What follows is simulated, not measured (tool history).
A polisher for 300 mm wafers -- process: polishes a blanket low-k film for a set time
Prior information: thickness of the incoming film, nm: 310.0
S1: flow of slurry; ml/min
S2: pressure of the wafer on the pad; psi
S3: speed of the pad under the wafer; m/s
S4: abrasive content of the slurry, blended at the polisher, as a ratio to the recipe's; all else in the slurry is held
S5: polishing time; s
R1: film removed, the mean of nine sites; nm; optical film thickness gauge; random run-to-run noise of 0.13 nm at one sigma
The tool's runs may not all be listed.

run,hour,S1,S2,S3,S4,S5,R1
1,0,205,1.9,0.9,1,51,15.8
2,8.4,205,1.9,1.12,1,51,18.691
3,15.6,205,1.9,0.96,1,51,16.518
4,20.1,215,2,0.96,1,51,17.184
5,21.9,215,2,0.96,1.1,51,18.283
6,28,215,1.6,0.96,1.1,51,15.92

Estimate the outcome of run 7 from the log above:
7,33.3,230,1.8,0.96,1.1,51,?

{"run 7": {"R1": 17.212}}
